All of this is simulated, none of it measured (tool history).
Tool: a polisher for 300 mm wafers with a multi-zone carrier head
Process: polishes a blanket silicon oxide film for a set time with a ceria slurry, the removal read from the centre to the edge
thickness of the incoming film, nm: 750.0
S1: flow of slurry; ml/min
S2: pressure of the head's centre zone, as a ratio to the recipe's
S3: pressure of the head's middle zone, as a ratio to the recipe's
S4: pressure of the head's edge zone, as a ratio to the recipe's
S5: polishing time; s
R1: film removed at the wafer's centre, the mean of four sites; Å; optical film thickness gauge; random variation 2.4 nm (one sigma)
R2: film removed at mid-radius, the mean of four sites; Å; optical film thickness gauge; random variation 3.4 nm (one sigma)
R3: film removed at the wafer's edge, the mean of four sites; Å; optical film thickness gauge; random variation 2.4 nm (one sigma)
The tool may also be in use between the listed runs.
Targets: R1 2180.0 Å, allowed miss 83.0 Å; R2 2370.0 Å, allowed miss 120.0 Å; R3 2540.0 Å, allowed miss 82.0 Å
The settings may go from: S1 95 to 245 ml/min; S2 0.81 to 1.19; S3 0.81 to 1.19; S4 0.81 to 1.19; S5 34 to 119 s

{"run": 1, "day": 0.0, "S1": 155, "S2": 1.0, "S3": 1.0, "S4": 1.0, "S5": 76, "R1": 2721.3, "R2": 2667.2, "R3": 2743.7}
{"run": 2, "day": 0.162, "S1": 190, "S2": 1.0, "S3": 1.0, "S4": 1.0, "S5": 76, "R1": 2889.8, "R2": 2731.7, "R3": 2815.5}
{"run": 3, "day": 0.529, "S1": 180, "S2": 0.98, "S3": 0.99, "S4": 0.99, "S5": 75, "R1": 2740.3, "R2": 2754.9, "R3": 2731.7}
{"run": 4, "day": 0.767, "S1": 170, "S2": 0.97, "S3": 0.98, "S4": 1.0, "S5": 74, "R1": 2645.1, "R2": 2641.5, "R3": 2673.5}
{"run": 5, "day": 0.9, "S1": 170, "S2": 0.97, "S3": 1.02, "S4": 1.0, "S5": 74, "R1": 2684.3, "R2": 2704.0, "R3": 2684.4}
{"run": 6, "day": 1.212, "S1": 160, "S2": 0.96, "S3": 1.0, "S4": 1.01, "S5": 74, "R1": 2538.0, "R2": 2645.3, "R3": 2661.1}
{"run": 7, "day": 1.512, "S1": 115, "S2": 0.94, "S3": 0.91, "S4": 1.02, "S5": 74, "R1": 2374.2, "R2": 2274.8, "R3": 2539.5}
{"run": 8, "day": 1.733, "S1": 115, "S2": 0.93, "S3": 0.92, "S4": 1.02, "S5": 74, "R1": 2306.8, "R2": 2207.0, "R3": 2536.4}
{"run": 9, "day": 1.95, "S1": 115, "S2": 0.92, "S3": 0.93, "S4": 1.02, "S5": 74, "R1": 2288.0, "R2": 2313.1, "R3": 2520.0}

Which of these 4 next moves meets every target?
{"run": "A", "day": 2.167, "S1": 130, "S2": 0.96, "S3": 1.15, "S4": 0.91, "S5": 71, "R1": "?", "R2": "?", "R3": "?"}
{"run": "B", "day": 2.167, "S1": 155, "S2": 0.89, "S3": 1.15, "S4": 0.97, "S5": 67, "R1": "?", "R2": "?", "R3": "?"}
{"run": "C", "day": 2.167, "S1": 105, "S2": 0.88, "S3": 0.94, "S4": 0.96, "S5": 77, "R1": "?", "R2": "?", "R3": "?"}
{"run": "D", "day": 2.167, "S1": 135, "S2": 0.94, "S3": 1.11, "S4": 0.85, "S5": 73, "R1": "?", "R2": "?", "R3": "?"}

move=A R1=2390.6 R2=2725.1 R3=2358.7
move=B R1=2178.8 R2=2668.2 R3=2354.3
move=C R1=2228.4 R2=2359.7 R3=2532.7
move=D R1=2428.8 R2=2741.3 R3=2366.5
A: further off than the last run
B: brings the result that was furthest off to its target, and leaves another outside
C: meets every target
D: further off than the last run
Move C is the one to make.
